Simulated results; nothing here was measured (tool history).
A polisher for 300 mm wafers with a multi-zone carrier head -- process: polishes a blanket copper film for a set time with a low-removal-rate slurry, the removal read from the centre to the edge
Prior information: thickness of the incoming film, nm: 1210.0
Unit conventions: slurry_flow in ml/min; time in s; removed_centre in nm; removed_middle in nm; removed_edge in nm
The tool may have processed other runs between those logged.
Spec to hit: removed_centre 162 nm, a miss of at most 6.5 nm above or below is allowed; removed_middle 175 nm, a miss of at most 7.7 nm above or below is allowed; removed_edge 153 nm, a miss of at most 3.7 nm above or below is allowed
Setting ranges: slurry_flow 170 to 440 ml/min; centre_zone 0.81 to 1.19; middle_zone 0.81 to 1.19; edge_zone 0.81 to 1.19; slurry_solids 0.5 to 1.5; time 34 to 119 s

run  hour  slurry_flow  centre_zone  middle_zone  edge_zone  slurry_solids  time  removed_centre  removed_middle  removed_edge
  1     0          280            1            1          1              1    76          214.96          217.47        217.76
  2   1.2          280            1         1.01       0.97            0.9    74          211.44          208.32        206.16
  3   4.4          280         0.98         1.03       0.95           0.85    72          193.61           203.5        196.58
  4   5.8          280         0.98         1.04       0.93            0.8    70          188.43          198.55         183.6
  5  14.1          275         0.97         1.04       0.91           0.75    70          184.24          196.44        181.28
  6  19.7          275         0.97         1.04       0.89            0.7    69          182.31          191.59        175.26
  7  25.9          270         0.96         1.04       0.88           0.65    68          170.18          185.26        168.93
  8    33          270         0.96         1.04       0.88           0.65    68          170.71          183.28        167.12
  9    41          265         0.96         1.04       0.87           0.65    68          171.88          181.06        167.61
 10  41.8          260         0.96         1.05       0.86            0.6    68           168.1          178.38        163.75
 11  46.1          235         0.97         1.09       0.81            0.5    67          160.07          174.64        148.19
 12  51.9          235         0.97         1.09       0.81            0.5    67          161.02          172.48        148.12
 13  56.3          240         0.97         1.09       0.81            0.5    67          157.54          173.25        149.33
 14  65.2          245         0.97         1.09       0.81            0.5    67          158.44          178.92        148.16

Of the 4 settings listed for the next run, only one would bring every result within its allowed miss of target. Which one?
  A  74.1          235         0.96         1.13       0.82           0.55    63               ?               ?             ?
  B  74.1          360         0.94         1.14       0.82            0.5    64               ?               ?             ?
  C  74.1          180         0.97         1.08       0.81            0.5    71               ?               ?             ?
  D  74.1          205         0.99         1.17       0.82            0.5    66               ?               ?             ?

move  removed_centre  removed_middle  removed_edge
   A          152.54          175.98        142.86
   B           157.8          185.17        147.47
   C          161.47          178.89        152.02
   D           156.4          182.37        144.38
A: further off than the last run
B: further off than the last run
C: every result within its allowed miss
D: further off than the last run
Answer: C
